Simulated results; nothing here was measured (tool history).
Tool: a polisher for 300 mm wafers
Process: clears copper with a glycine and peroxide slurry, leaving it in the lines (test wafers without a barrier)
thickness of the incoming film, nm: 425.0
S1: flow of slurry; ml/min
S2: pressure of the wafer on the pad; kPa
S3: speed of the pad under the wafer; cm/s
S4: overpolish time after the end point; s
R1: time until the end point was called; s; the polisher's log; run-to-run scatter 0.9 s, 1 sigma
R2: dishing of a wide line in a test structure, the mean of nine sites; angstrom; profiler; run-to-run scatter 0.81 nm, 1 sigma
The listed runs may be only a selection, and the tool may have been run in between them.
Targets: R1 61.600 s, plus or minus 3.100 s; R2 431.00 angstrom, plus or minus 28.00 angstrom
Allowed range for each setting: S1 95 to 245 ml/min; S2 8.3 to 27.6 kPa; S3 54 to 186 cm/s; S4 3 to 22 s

run	hour	S1	S2	S3	S4	R1	R2
1	0.0	155	17.9	118	11	79.889	341.23
2	4.8	155	17.9	94	11	96.339	297.94
3	8.9	155	17.9	94	15	97.865	368.93
4	11.4	155	17.9	94	18	93.993	417.60
5	15.9	175	17.9	94	18	96.199	431.06
6	22.7	175	17.9	116	18	79.268	477.50
7	24.7	175	19.3	118	16	72.915	449.24
8	32.3	175	20.0	118	15	71.360	453.11

Next run, 5 choices. One meets every target within its allowed miss, the rest don't. Which?
A	39.9	140	24.8	122	16	?	?
B	39.9	105	17.9	124	15	?	?
C	39.9	155	21.4	132	12	?	?
D	39.9	235	20.7	158	10	?	?
E	39.9	180	20.7	110	16	?	?

move	R1	R2
A	59.532	527.10
B	82.934	408.30
C	62.090	428.28
D	51.412	426.79
E	72.728	467.89
A: brings the result that was furthest off to its target, and leaves another outside
B: its largest miss is bigger than the last run's
C: meets every target
D: takes the biggest miss from the last run beyond its target
E: its largest miss is bigger than the last run's
Correct choice: C, which meets every target

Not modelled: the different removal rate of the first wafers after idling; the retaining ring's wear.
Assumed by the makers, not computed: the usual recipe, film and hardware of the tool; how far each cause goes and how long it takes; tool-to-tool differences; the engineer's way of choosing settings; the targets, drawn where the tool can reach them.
